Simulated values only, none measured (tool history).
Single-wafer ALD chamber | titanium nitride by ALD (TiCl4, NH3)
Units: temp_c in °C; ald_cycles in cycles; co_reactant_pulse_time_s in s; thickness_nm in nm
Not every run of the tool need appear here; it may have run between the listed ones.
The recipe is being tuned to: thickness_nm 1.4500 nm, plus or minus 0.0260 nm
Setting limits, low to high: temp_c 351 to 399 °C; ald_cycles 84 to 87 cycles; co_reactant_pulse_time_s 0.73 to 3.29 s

run 1 day=0.000 | temp_c=375 ald_cycles=84 co_reactant_pulse_time_s=2.01 | thickness_nm=1.7649
run 2 day=0.112 | temp_c=371 ald_cycles=84 co_reactant_pulse_time_s=1.81 | thickness_nm=1.7344
run 3 day=0.317 | temp_c=368 ald_cycles=84 co_reactant_pulse_time_s=1.64 | thickness_nm=1.7073
run 4 day=0.617 | temp_c=374 ald_cycles=84 co_reactant_pulse_time_s=1.64 | thickness_nm=1.7353
run 5 day=0.804 | temp_c=370 ald_cycles=84 co_reactant_pulse_time_s=1.50 | thickness_nm=1.6998
run 6 day=0.996 | temp_c=370 ald_cycles=84 co_reactant_pulse_time_s=1.14 | thickness_nm=1.6279
run 7 day=1.162 | temp_c=367 ald_cycles=84 co_reactant_pulse_time_s=1.08 | thickness_nm=1.5921
run 8 day=1.321 | temp_c=364 ald_cycles=84 co_reactant_pulse_time_s=1.03 | thickness_nm=1.5586
run 9 day=1.508 | temp_c=362 ald_cycles=84 co_reactant_pulse_time_s=0.99 | thickness_nm=1.5223
run 10 day=1.654 | temp_c=361 ald_cycles=84 co_reactant_pulse_time_s=0.98 | thickness_nm=1.5146
run 11 day=1.692 | temp_c=360 ald_cycles=84 co_reactant_pulse_time_s=0.97 | thickness_nm=1.5112
run 12 day=1.858 | temp_c=359 ald_cycles=84 co_reactant_pulse_time_s=0.96 | thickness_nm=1.4856

Which one of the following 4 next-run settings gets every result inside its allowed miss? There is exactly one.
run A day=2.025 | temp_c=355 ald_cycles=84 co_reactant_pulse_time_s=1.08 | thickness_nm=?
run B day=2.025 | temp_c=363 ald_cycles=84 co_reactant_pulse_time_s=1.04 | thickness_nm=?
run C day=2.025 | temp_c=357 ald_cycles=84 co_reactant_pulse_time_s=1.02 | thickness_nm=?
run D day=2.025 | temp_c=363 ald_cycles=86 co_reactant_pulse_time_s=0.78 | thickness_nm=?

move=A thickness_nm=1.5110
move=B thickness_nm=1.5480
move=C thickness_nm=1.5004
move=D thickness_nm=1.4356
A: its largest miss is bigger than the last run's
B: its largest miss is bigger than the last run's
C: its largest miss is bigger than the last run's
D: meets every target
Move D is the one to make.
